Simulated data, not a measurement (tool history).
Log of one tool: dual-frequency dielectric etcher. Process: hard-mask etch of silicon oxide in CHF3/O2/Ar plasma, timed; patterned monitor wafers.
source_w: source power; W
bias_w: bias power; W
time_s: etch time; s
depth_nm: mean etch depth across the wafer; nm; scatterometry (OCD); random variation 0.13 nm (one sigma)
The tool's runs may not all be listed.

run	hour	source_w	bias_w	time_s	depth_nm
1	0	550	232	28	53.992
2	2.5	550	232	28	53.911
3	7	520	227	28	52.335
4	12.2	500	223	28	51.23
5	19.6	500	223	29	53.094
6	27.7	480	219	29	51.691
7	29.9	460	217	29	51.036

Run 8 comes next. What will it give?
8	33.4	440	214	29	?

Run 8 gave depth_nm 50.032 nm.
